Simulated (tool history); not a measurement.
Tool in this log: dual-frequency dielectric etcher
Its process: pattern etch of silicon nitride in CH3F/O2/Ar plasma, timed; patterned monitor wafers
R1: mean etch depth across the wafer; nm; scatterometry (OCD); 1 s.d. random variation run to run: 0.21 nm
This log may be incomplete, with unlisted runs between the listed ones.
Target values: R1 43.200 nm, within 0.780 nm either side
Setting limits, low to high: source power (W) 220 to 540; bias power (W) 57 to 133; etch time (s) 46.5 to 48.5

run 1 day=0.000 | source_power_(W)=380 bias_power_(W)=95 etch_time_(s)=46.5 | R1=36.020
run 2 day=0.246 | source_power_(W)=420 bias_power_(W)=98 etch_time_(s)=46.5 | R1=37.650
run 3 day=0.588 | source_power_(W)=450 bias_power_(W)=102 etch_time_(s)=46.5 | R1=38.630
run 4 day=0.642 | source_power_(W)=480 bias_power_(W)=102 etch_time_(s)=46.5 | R1=39.412
run 5 day=0.767 | source_power_(W)=480 bias_power_(W)=110 etch_time_(s)=46.5 | R1=40.365
run 6 day=0.808 | source_power_(W)=480 bias_power_(W)=116 etch_time_(s)=46.5 | R1=41.579
run 7 day=0.954 | source_power_(W)=490 bias_power_(W)=117 etch_time_(s)=46.5 | R1=42.332
run 8 day=0.988 | source_power_(W)=500 bias_power_(W)=117 etch_time_(s)=46.5 | R1=41.967

Which single option among these 5 for the next run brings every result within its allowed miss of target? Just one does.
run A day=1.021 | source_power_(W)=470 bias_power_(W)=130 etch_time_(s)=48.0 | R1=?
run B day=1.021 | source_power_(W)=520 bias_power_(W)=123 etch_time_(s)=48.5 | R1=?
run C day=1.021 | source_power_(W)=450 bias_power_(W)=116 etch_time_(s)=47.0 | R1=?
run D day=1.021 | source_power_(W)=470 bias_power_(W)=120 etch_time_(s)=48.0 | R1=?
run E day=1.021 | source_power_(W)=510 bias_power_(W)=123 etch_time_(s)=48.0 | R1=?

move=A R1=44.758
move=B R1=45.412
move=C R1=41.332
move=D R1=43.299
move=E R1=44.708
A: the result that was furthest off in the last run now lies on the other side of its target
B: the result that was furthest off in the last run now lies on the other side of its target
C: further off than the last run
D: in spec on every target
E: the result that was furthest off in the last run now lies on the other side of its target
The right move is D.
